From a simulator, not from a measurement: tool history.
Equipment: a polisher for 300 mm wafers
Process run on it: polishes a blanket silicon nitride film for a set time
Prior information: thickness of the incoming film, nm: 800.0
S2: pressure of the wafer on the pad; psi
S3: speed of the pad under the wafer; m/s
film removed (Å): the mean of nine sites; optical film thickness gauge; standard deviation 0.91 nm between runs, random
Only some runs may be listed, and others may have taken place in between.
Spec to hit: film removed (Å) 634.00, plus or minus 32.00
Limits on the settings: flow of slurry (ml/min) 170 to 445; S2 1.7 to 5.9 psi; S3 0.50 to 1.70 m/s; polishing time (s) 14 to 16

Run 1, hour 0.0: flow of slurry (ml/min) 285, S2 3.8 psi, S3 1.10 m/s, polishing time (s) 16. Result: film removed (Å) 386.69.
Run 2, hour 6.4: flow of slurry (ml/min) 285, S2 3.8 psi, S3 1.10 m/s, polishing time (s) 16. Result: film removed (Å) 390.91.
Run 3, hour 8.1: flow of slurry (ml/min) 285, S2 3.8 psi, S3 0.88 m/s, polishing time (s) 16. Result: film removed (Å) 339.18.
Run 4, hour 16.0: flow of slurry (ml/min) 285, S2 4.2 psi, S3 0.88 m/s, polishing time (s) 16. Result: film removed (Å) 367.19.
Run 5, hour 18.1: flow of slurry (ml/min) 285, S2 4.5 psi, S3 0.94 m/s, polishing time (s) 16. Result: film removed (Å) 412.44.
Run 6, hour 24.5: flow of slurry (ml/min) 285, S2 4.5 psi, S3 0.94 m/s, polishing time (s) 14. Result: film removed (Å) 359.65.
Run 7, hour 30.0: flow of slurry (ml/min) 285, S2 4.8 psi, S3 1.04 m/s, polishing time (s) 14. Result: film removed (Å) 406.24.
Run 8, hour 34.3: flow of slurry (ml/min) 285, S2 5.0 psi, S3 1.12 m/s, polishing time (s) 14. Result: film removed (Å) 437.94.
Run 9, hour 39.7: flow of slurry (ml/min) 285, S2 5.2 psi, S3 1.20 m/s, polishing time (s) 14. Result: film removed (Å) 485.33.
Run 10, hour 43.5: flow of slurry (ml/min) 285, S2 5.3 psi, S3 1.24 m/s, polishing time (s) 14. Result: film removed (Å) 505.14.
Run 11, hour 51.2: flow of slurry (ml/min) 285, S2 5.4 psi, S3 1.28 m/s, polishing time (s) 14. Result: film removed (Å) 527.15.
Run 12, hour 59.7: flow of slurry (ml/min) 285, S2 5.4 psi, S3 1.28 m/s, polishing time (s) 14. Result: film removed (Å) 520.53.
Run 13, hour 67.2: flow of slurry (ml/min) 285, S2 5.5 psi, S3 1.32 m/s, polishing time (s) 14. Result: film removed (Å) 528.22.

Below are 4 possible settings for the next run. Only one of them brings all results inside the allowed miss of their targets. Which is it?
Run A, hour 74.7: flow of slurry (ml/min) 295, S2 5.9 psi, S3 1.42 m/s, polishing time (s) 16. Result: film removed (Å) ?.
Run B, hour 74.7: flow of slurry (ml/min) 375, S2 5.9 psi, S3 1.50 m/s, polishing time (s) 15. Result: film removed (Å) ?.
Run C, hour 74.7: flow of slurry (ml/min) 300, S2 5.3 psi, S3 1.40 m/s, polishing time (s) 14. Result: film removed (Å) ?.
Run D, hour 74.7: flow of slurry (ml/min) 340, S2 5.6 psi, S3 1.28 m/s, polishing time (s) 16. Result: film removed (Å) ?.

move  film removed (Å)
   A            699.07
   B            694.41
   C            546.11
   D            625.66
A: the result that was furthest off in the last run now lies on the other side of its target
B: the result that was furthest off in the last run now lies on the other side of its target
C: closer than the last run, but not yet in spec
D: every result within its allowed miss
Answer: D
